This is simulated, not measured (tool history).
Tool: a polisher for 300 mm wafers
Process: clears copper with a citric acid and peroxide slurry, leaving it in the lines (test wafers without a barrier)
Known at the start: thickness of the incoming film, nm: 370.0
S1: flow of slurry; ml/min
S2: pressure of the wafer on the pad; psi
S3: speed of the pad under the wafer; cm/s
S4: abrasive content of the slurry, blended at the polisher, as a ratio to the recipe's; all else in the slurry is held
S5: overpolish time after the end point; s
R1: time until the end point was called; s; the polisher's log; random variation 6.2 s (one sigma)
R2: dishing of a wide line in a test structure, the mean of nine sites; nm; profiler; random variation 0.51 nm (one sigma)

run  hour   S1   S2   S3   S4  S5      R1      R2
  1     0  295  3.2  100    1  18  179.25  28.791
  2   6.4  295  2.9   98    1  19  199.26  25.886
  3  10.4  295  2.9   98  1.2  19  198.84  26.694
  4  17.5  295  2.7   96  1.2  20  213.86  26.044
  5  21.3  295  2.4   96  1.2  20  236.53  25.138
  6  25.7  295  1.8   96  1.2  20  313.94  18.756
  7  32.3  295  1.8   96  1.2  21   304.6  19.868

Run 8 comes next. What will it give?
  8  38.7  295  1.8  96  1.2  22   ?   ?

R1: 302.12 s
R2: 20.932 nm

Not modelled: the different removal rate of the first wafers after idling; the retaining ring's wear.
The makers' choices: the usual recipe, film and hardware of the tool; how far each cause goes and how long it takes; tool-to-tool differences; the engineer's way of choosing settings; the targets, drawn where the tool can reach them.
